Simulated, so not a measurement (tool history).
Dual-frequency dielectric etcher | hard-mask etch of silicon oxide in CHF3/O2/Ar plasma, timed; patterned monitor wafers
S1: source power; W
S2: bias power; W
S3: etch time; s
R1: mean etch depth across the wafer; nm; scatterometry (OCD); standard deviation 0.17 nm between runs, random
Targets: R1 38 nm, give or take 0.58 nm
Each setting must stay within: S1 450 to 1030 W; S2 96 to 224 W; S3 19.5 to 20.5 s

run	hour	S1	S2	S3	R1
1	0	740	160	19.5	44.701
2	2.1	740	160	20.5	47.027
3	7.6	740	160	20.5	46.853
4	13.3	680	153	20.5	45.008
5	19.8	560	153	20.5	41.964
6	23.2	540	149	20.5	40.965
7	25.9	520	147	20.5	40.354
8	34.2	510	145	20.5	40.078
9	42.9	500	143	20.5	39.385

Pick the move, out of 4, that brings all results within their allowed miss; only one does.
A	51.6	660	127	20.5	?
B	51.6	460	169	20	?
C	51.6	530	130	20	?
D	51.6	500	154	20	?

move	R1
A	41.239
B	39.762
C	37.652
D	39.407
A: its largest miss is bigger than the last run's
B: its largest miss is bigger than the last run's
C: every result within its allowed miss
D: about as far from the targets as the last run
Go with C: it meets all targets.
